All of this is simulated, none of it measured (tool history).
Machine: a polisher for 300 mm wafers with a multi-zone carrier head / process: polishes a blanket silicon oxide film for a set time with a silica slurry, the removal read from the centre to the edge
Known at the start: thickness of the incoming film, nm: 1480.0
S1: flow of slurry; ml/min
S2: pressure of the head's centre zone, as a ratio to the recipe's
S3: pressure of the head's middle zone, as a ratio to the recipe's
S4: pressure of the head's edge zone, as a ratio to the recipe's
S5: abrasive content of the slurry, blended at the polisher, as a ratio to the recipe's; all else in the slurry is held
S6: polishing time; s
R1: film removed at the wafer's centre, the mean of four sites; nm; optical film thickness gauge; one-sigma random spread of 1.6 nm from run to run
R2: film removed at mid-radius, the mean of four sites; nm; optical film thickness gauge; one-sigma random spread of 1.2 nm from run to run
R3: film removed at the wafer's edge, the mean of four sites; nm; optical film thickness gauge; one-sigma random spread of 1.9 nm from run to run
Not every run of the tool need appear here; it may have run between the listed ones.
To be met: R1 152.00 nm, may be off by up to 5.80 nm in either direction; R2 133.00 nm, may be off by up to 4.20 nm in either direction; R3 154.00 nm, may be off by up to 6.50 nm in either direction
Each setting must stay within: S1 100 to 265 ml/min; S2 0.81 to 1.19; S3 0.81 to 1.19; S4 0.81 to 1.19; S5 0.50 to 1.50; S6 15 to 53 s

| run | hour | S1 | S2 | S3 | S4 | S5 | S6 | R1 | R2 | R3 |
|---|---|---|---|---|---|---|---|---|---|---|
| 1 | 0.0 | 170 | 1.00 | 1.00 | 1.00 | 1.00 | 34 | 210.23 | 201.79 | 201.26 |
| 2 | 3.4 | 170 | 1.00 | 1.00 | 1.00 | 1.15 | 34 | 219.12 | 209.93 | 212.77 |
| 3 | 4.8 | 165 | 0.99 | 0.97 | 1.00 | 1.05 | 34 | 211.95 | 198.15 | 203.89 |
| 4 | 10.5 | 165 | 0.94 | 0.97 | 1.00 | 1.05 | 34 | 202.54 | 203.98 | 206.43 |
| 5 | 12.1 | 160 | 0.94 | 0.95 | 1.01 | 0.95 | 34 | 197.67 | 187.00 | 200.68 |
| 6 | 16.1 | 160 | 0.94 | 0.92 | 1.01 | 0.95 | 34 | 193.35 | 185.08 | 198.86 |
| 7 | 19.3 | 155 | 0.94 | 0.91 | 1.00 | 0.90 | 34 | 185.77 | 176.08 | 195.37 |
| 8 | 26.8 | 155 | 0.95 | 0.90 | 0.98 | 0.85 | 34 | 183.95 | 169.47 | 182.24 |
| 9 | 33.9 | 150 | 0.95 | 0.89 | 0.98 | 0.80 | 34 | 178.66 | 164.56 | 182.28 |
| 10 | 36.5 | 145 | 0.95 | 0.88 | 0.97 | 0.75 | 34 | 169.50 | 157.93 | 174.47 |
| 11 | 43.5 | 140 | 0.96 | 0.87 | 0.96 | 0.75 | 34 | 170.55 | 155.21 | 168.24 |

Which one of the following 5 next-run settings gets every result inside its allowed miss? There is exactly one.
| A | 50.5 | 145 | 0.85 | 0.85 | 0.98 | 0.75 | 30 | ? | ? | ? |
| B | 50.5 | 180 | 0.97 | 0.89 | 0.96 | 0.75 | 35 | ? | ? | ? |
| C | 50.5 | 125 | 0.90 | 1.12 | 0.81 | 0.90 | 31 | ? | ? | ? |
| D | 50.5 | 150 | 0.90 | 0.81 | 0.90 | 0.60 | 34 | ? | ? | ? |
| E | 50.5 | 145 | 0.84 | 0.88 | 1.03 | 0.65 | 31 | ? | ? | ? |

| move | R1 | R2 | R3 |
|---|---|---|---|
| A | 141.44 | 132.09 | 150.39 |
| B | 187.83 | 166.94 | 179.06 |
| C | 157.47 | 179.69 | 149.78 |
| D | 151.02 | 130.86 | 148.71 |
| E | 136.01 | 131.60 | 149.11 |
A: the furthest-off result lands on target, but another misses its tolerance
B: the biggest miss grows against the last run
C: the biggest miss grows against the last run
D: every result lands within tolerance
E: the furthest-off result lands on target, but another misses its tolerance
Correct choice: D, which meets every target
